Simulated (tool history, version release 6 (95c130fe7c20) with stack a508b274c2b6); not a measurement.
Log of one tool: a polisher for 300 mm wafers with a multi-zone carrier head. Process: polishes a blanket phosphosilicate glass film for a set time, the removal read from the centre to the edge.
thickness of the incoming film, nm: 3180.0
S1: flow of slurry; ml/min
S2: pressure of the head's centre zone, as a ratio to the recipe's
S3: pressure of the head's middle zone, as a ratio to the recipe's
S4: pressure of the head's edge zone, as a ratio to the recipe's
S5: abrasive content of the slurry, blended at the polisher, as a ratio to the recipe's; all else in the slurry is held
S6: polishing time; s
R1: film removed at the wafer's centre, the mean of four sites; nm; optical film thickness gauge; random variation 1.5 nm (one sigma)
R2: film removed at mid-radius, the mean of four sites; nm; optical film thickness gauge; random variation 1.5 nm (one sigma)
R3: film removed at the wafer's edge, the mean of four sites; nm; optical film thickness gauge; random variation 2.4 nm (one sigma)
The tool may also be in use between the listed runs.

{"run": 1, "day": 0.0, "S1": 230, "S2": 1.0, "S3": 1.0, "S4": 1.0, "S5": 1.0, "S6": 35, "R1": 283.43, "R2": 286.15, "R3": 281.01}
{"run": 2, "day": 0.258, "S1": 235, "S2": 0.99, "S3": 1.01, "S4": 0.96, "S5": 0.9, "S6": 33, "R1": 254.48, "R2": 261.85, "R3": 241.64}
{"run": 3, "day": 0.346, "S1": 230, "S2": 0.96, "S3": 0.99, "S4": 0.93, "S5": 0.8, "S6": 33, "R1": 233.0, "R2": 244.56, "R3": 238.48}
{"run": 4, "day": 0.496, "S1": 245, "S2": 0.96, "S3": 1.01, "S4": 0.92, "S5": 0.75, "S6": 32, "R1": 222.0, "R2": 230.69, "R3": 218.98}
{"run": 5, "day": 0.858, "S1": 245, "S2": 0.93, "S3": 1.01, "S4": 0.92, "S5": 0.75, "S6": 32, "R1": 215.24, "R2": 232.99, "R3": 218.02}
{"run": 6, "day": 0.933, "S1": 280, "S2": 0.93, "S3": 1.01, "S4": 0.92, "S5": 0.75, "S6": 32, "R1": 217.56, "R2": 234.39, "R3": 216.42}
{"run": 7, "day": 0.996, "S1": 290, "S2": 0.93, "S3": 1.02, "S4": 0.9, "S5": 0.7, "S6": 31, "R1": 205.55, "R2": 217.99, "R3": 205.03}
{"run": 8, "day": 1.058, "S1": 295, "S2": 0.93, "S3": 1.05, "S4": 0.88, "S5": 0.65, "S6": 31, "R1": 198.08, "R2": 216.53, "R3": 194.29}
{"run": 9, "day": 1.354, "S1": 300, "S2": 0.93, "S3": 1.06, "S4": 0.87, "S5": 0.6, "S6": 31, "R1": 186.65, "R2": 210.12, "R3": 190.27}
{"run": 10, "day": 1.638, "S1": 310, "S2": 0.95, "S3": 1.07, "S4": 0.86, "S5": 0.6, "S6": 31, "R1": 194.26, "R2": 213.31, "R3": 188.5}
{"run": 11, "day": 1.742, "S1": 315, "S2": 0.95, "S3": 1.07, "S4": 0.85, "S5": 0.6, "S6": 31, "R1": 193.26, "R2": 209.73, "R3": 185.39}
{"run": 12, "day": 2.104, "S1": 315, "S2": 0.95, "S3": 1.08, "S4": 0.84, "S5": 0.6, "S6": 31, "R1": 193.42, "R2": 216.35, "R3": 181.84}
{"run": 13, "day": 2.288, "S1": 315, "S2": 0.95, "S3": 1.07, "S4": 0.83, "S5": 0.6, "S6": 31, "R1": 191.18, "R2": 215.01, "R3": 185.38}
{"run": 14, "day": 2.512, "S1": 315, "S2": 0.96, "S3": 1.07, "S4": 0.83, "S5": 0.6, "S6": 31, "R1": 196.59, "R2": 212.59, "R3": 184.91}
{"run": 15, "day": 2.612, "S1": 320, "S2": 0.96, "S3": 1.08, "S4": 0.82, "S5": 0.55, "S6": 31, "R1": 182.14, "R2": 203.63, "R3": 169.27}

Forecast run 16:
{"run": 16, "day": 2.85, "S1": 320, "S2": 0.96, "S3": 1.07, "S4": 0.82, "S5": 0.55, "S6": 31, "R1": "?", "R2": "?", "R3": "?"}

Run 16 gave R1 185.15 nm, R2 201.47 nm, R3 172.37 nm.

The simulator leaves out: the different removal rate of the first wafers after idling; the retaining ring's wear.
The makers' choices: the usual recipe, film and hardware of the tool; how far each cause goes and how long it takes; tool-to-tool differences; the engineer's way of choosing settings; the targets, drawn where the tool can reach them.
